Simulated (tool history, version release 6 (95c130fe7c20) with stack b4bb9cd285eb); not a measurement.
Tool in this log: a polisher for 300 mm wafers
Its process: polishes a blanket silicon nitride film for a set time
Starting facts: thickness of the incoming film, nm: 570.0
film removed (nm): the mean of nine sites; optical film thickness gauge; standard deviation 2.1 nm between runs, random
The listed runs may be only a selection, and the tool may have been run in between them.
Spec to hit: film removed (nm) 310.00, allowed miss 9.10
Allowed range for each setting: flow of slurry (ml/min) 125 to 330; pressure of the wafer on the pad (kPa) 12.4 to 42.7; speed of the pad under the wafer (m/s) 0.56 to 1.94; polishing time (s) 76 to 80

run    day  flow of slurry (ml/min)  pressure of the wafer on the pad (kPa)  speed of the pad under the wafer (m/s)  polishing time (s)  film removed (nm)
  1  0.000                      210                                    27.6                                    1.24                  76             181.58
  2  0.038                      215                                    31.0                                    1.24                  76             200.28
  3  0.238                      250                                    31.0                                    1.24                  76             203.75
  4  0.354                      250                                    31.0                                    1.06                  76             184.80
  5  0.646                      250                                    33.8                                    1.12                  76             205.51
  6  0.975                      250                                    35.9                                    1.18                  76             229.07
  7  1.354                      250                                    37.9                                    1.22                  76             246.09
  8  1.425                      250                                    39.3                                    1.26                  76             261.43
  9  1.642                      250                                    40.0                                    1.28                  76             268.86
 10  1.883                      250                                    40.7                                    1.30                  76             275.88
 11  2.075                      250                                    41.4                                    1.32                  76             287.84
 12  2.158                      250                                    42.1                                    1.34                  76             290.76
 13  2.388                      255                                    42.1                                    1.36                  76             296.28
 14  2.538                      255                                    42.1                                    1.38                  76             298.48

Of the 5 settings listed for the next run, only one would bring every result within its allowed miss of target. Which one?
  A  2.688                      275                                    42.1                                    1.50                  77                  ?
  B  2.688                      290                                    40.0                                    1.62                  77                  ?
  C  2.688                      220                                    42.1                                    1.36                  80                  ?
  D  2.688                      300                                    41.4                                    1.58                  76                  ?
  E  2.688                      220                                    42.1                                    1.52                  79                  ?

move  film removed (nm)
   A             326.80
   B             331.37
   C             307.96
   D             332.77
   E             330.74
A: takes the biggest miss from the last run beyond its target
B: takes the biggest miss from the last run beyond its target
C: each result inside its tolerance
D: takes the biggest miss from the last run beyond its target
E: takes the biggest miss from the last run beyond its target
The right move is C.
